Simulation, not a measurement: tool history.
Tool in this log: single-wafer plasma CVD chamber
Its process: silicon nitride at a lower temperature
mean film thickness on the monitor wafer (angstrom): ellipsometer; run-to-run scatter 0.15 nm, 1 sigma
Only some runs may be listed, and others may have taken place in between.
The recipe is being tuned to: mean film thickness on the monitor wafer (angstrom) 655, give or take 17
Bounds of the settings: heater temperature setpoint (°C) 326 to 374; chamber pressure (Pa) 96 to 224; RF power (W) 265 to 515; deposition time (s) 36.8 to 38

run  hour  heater temperature setpoint (°C)  chamber pressure (Pa)  RF power (W)  deposition time (s)  mean film thickness on the monitor wafer (angstrom)
  1     0                               350                    160           390                 36.8                                               524.61
  2     7                               350                    145           390                 36.8                                               513.39
  3  12.1                               350                    152           410                   37                                               542.81
  4  12.9                               350                    141           410                   37                                               530.59
  5  15.6                               350                    141           410                 36.8                                               528.68
     23.2  -- capacitance manometer re-zeroed and calibrated
  6  23.2                               350                    141           410                 36.8                                               522.96
  7  25.5                               350                    152           420                 36.9                                               540.38
  8    32                               350                    157           440                 37.1                                               565.65
  9  33.6                               350                    163           450                 37.2                                               582.13
 10    40                               350                    163           450                 37.2                                               581.26
 11    46                               350                    168           460                 37.3                                               597.69

Pick the move, out of 4, that brings all results within their allowed miss; only one does.
  A    52                               359                    141           455                 37.3                                                    ?
  B    52                               349                    177           450                 36.8                                                    ?
  C    52                               353                    148           475                 36.8                                                    ?
  D    52                               348                    163           515                   38                                                    ?

move  mean film thickness on the monitor wafer (angstrom)
   A                                               566.62
   B                                               589.14
   C                                               583.04
   D                                               648.66
A: further off than the last run
B: further off than the last run
C: further off than the last run
D: all results land within tolerance of their targets
Move D is the one to make.

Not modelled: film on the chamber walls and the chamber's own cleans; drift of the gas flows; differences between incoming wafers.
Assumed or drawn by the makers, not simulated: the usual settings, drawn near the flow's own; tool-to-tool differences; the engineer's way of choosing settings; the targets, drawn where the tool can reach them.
